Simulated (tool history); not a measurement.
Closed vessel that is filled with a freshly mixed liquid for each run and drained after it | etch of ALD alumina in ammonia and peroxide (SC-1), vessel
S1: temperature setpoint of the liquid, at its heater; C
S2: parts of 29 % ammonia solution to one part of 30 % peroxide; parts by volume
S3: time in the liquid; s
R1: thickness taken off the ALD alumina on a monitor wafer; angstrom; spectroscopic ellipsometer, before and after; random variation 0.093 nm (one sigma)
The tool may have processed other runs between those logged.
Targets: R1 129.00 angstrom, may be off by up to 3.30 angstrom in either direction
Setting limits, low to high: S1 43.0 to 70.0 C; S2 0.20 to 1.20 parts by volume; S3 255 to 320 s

| run | hour | S1 | S2 | S3 | R1 |
|---|---|---|---|---|---|
| 1 | 0.0 | 59.0 | 0.80 | 320 | 228.21 |
| 2 | 1.4 | 59.0 | 1.10 | 320 | 231.84 |
| 3 | 2.6 | 57.5 | 1.10 | 320 | 218.00 |
| 4 | 8.6 | 57.5 | 1.20 | 320 | 217.27 |
| 5 | 14.0 | 54.5 | 1.20 | 320 | 187.74 |
| 6 | 21.8 | 53.5 | 1.20 | 320 | 174.23 |
| 7 | 26.3 | 52.5 | 1.20 | 320 | 167.79 |
| 8 | 28.8 | 51.5 | 1.20 | 320 | 157.50 |
| 9 | 36.8 | 51.0 | 1.20 | 320 | 154.63 |
| 10 | 41.3 | 47.0 | 1.20 | 320 | 123.54 |
| 11 | 48.5 | 47.0 | 1.20 | 320 | 123.37 |

5 candidate next runs follow, results not yet known. Just one meets every target within its allowed miss. Identify it.
| A | 55.7 | 50.5 | 1.00 | 265 | ? |
| B | 55.7 | 50.0 | 1.20 | 280 | ? |
| C | 55.7 | 48.0 | 1.05 | 300 | ? |
| D | 55.7 | 48.0 | 0.60 | 320 | ? |
| E | 55.7 | 48.5 | 1.20 | 290 | ? |

| move | R1 |
|---|---|
| A | 122.04 |
| B | 127.65 |
| C | 120.89 |
| D | 122.28 |
| E | 121.70 |
A: moves away from the targets compared with the last run
B: meets every target
C: moves away from the targets compared with the last run
D: moves away from the targets compared with the last run
E: moves away from the targets compared with the last run
Answer: B
